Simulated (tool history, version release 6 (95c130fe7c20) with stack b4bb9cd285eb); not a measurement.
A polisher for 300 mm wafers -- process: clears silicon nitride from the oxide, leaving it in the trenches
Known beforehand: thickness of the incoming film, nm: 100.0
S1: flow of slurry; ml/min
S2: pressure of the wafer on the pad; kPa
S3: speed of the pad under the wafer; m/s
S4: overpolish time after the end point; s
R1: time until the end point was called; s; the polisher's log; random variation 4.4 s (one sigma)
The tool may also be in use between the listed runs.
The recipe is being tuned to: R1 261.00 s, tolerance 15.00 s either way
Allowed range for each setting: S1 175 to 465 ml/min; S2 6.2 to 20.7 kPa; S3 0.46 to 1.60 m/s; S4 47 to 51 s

run    day   S1    S2    S3  S4      R1
  1  0.000  295  13.1  1.02  47  173.13
  2  0.096  295  10.3  1.02  47  222.13
  3  0.167  295  10.3  1.02  51  221.95
  4  0.433  295   9.7  1.02  51  233.23
  5  0.479  365   9.7  1.02  51  232.44
  6  0.508  365  12.4  1.02  51  180.37
  7  0.629  365  11.0  1.02  51  202.61
  8  0.975  365  10.3  1.02  51  212.32
  9  1.071  365   9.7  1.02  51  235.27

Exactly one of the 5 candidate moves below puts every result within its allowed miss. Which one?
  A  1.167  465   9.7  0.78  50   ?
  B  1.167  440   8.3  1.22  51   ?
  C  1.167  360   9.0  0.98  48   ?
  D  1.167  375  11.0  0.66  47   ?
  E  1.167  380   8.3  0.94  49   ?

move      R1
   A  292.24
   B  220.35
   C  256.14
   D  305.95
   E  286.70
A: takes the result that was furthest off past its target
B: misses by more than the last run did
C: all results in spec
D: takes the result that was furthest off past its target
E: takes the result that was furthest off past its target
C is the move that brings every result within its allowed miss.

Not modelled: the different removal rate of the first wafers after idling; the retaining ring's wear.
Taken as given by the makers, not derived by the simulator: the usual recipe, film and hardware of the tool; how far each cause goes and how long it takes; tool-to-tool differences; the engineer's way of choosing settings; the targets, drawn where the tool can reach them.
